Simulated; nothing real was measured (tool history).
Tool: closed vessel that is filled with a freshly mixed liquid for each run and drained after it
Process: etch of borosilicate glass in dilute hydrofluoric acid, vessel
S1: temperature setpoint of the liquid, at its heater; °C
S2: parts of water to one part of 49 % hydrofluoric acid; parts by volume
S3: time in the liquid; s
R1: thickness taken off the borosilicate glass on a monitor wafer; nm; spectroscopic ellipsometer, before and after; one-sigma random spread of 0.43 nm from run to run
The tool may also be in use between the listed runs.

Run 1, hour 0: S1 22 °C, S2 100 parts by volume, S3 105 s. Result: R1 36.726 nm.
Run 2, hour 7.7: S1 22 °C, S2 100 parts by volume, S3 105 s. Result: R1 36.169 nm.
Run 3, hour 13.8: S1 22 °C, S2 135 parts by volume, S3 105 s. Result: R1 25.954 nm.
Run 4, hour 18.9: S1 22 °C, S2 135 parts by volume, S3 105 s. Result: R1 25.663 nm.
Run 5, hour 22.7: S1 22 °C, S2 150 parts by volume, S3 105 s. Result: R1 22.671 nm.
Run 6, hour 23.9: S1 23.5 °C, S2 145 parts by volume, S3 105 s. Result: R1 25.036 nm.
Run 7, hour 32.1: S1 24.5 °C, S2 140 parts by volume, S3 105 s. Result: R1 27.105 nm.
Run 8, hour 37.7: S1 25.5 °C, S2 135 parts by volume, S3 105 s. Result: R1 29.072 nm.
Run 9, hour 41.6: S1 26 °C, S2 130 parts by volume, S3 105 s. Result: R1 31.215 nm.
Run 10, hour 46.5: S1 26.5 °C, S2 125 parts by volume, S3 105 s. Result: R1 33.812 nm.

Run 11 comes next. What will it give?
Run 11, hour 54.7: S1 27 °C, S2 125 parts by volume, S3 105 s. Result: R1 ?.

R1: 33.937 nm
